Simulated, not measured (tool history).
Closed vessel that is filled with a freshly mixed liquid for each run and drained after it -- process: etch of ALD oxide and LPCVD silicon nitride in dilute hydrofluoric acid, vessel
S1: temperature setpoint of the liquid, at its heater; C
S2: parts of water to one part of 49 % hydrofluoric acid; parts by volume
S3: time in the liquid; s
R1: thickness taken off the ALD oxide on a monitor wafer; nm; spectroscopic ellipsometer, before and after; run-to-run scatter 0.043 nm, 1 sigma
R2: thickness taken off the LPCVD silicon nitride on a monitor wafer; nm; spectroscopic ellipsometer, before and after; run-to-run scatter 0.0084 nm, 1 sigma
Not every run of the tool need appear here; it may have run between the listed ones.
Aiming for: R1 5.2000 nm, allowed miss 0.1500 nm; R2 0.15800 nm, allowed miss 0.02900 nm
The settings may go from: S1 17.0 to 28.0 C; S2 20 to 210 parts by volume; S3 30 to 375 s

run   hour    S1   S2   S3       R1       R2
  1    0.0  20.0  115  190  25.3140  0.60100
  2    7.6  20.0   75  190  41.2270  0.88956
  3   10.7  18.0   75  190  37.4400  0.77017
  4   19.8  18.0   75  145  29.3540  0.62655
  5   23.9  18.0   75  110  21.8510  0.46983
  6   29.3  18.0   90  110  17.8950  0.36566
  7   38.4  18.5  105  110  15.4690  0.35562
  8   42.3  18.5  115  110  13.9380  0.31327
  9   51.4  18.5  125  110  12.6290  0.29126
 10   57.9  18.5  135  110  11.7040  0.24846
 11   61.9  19.5  145  105  10.6380  0.24945
 12   62.8  19.5  155  105   9.9915  0.25469
 13   67.1  19.5  160  105   9.5035  0.21639
 14   75.9  19.5  165  100   8.7258  0.20997
 15   82.7  19.5  170  100   8.2617  0.21203
 16   86.6  18.5  210   95   6.0316  0.17280
 17   89.5  18.5  210   90   5.6898  0.14482
 18   95.9  19.0  210   85   5.4924  0.13781
 19   99.4  19.0  210   85   5.4508  0.15351
 20  107.9  19.0  210   85   5.4763  0.14746
 21  113.2  19.5  210   85   5.5516  0.14941
 22  117.8  20.0  210   85   5.6311  0.15404

Which single option among these 5 for the next run brings every result within its allowed miss of target? Just one does.
  A  122.4  19.5  210  95   ?   ?
  B  122.4  22.5  210  75   ?   ?
  C  122.4  21.5  210  80   ?   ?
  D  122.4  24.5  210  65   ?   ?
  E  122.4  17.0  100  40   ?   ?

move      R1       R2
   A  6.1518  0.16340
   B  5.4427  0.15668
   C  5.5916  0.15673
   D  5.0786  0.15411
   E  5.4859  0.11909
A: its largest miss is bigger than the last run's
B: nearer than the last run, and not there yet
C: nearer than the last run, and not there yet
D: meets every target
E: nearer than the last run, and not there yet
D is the move that brings every result within its allowed miss.
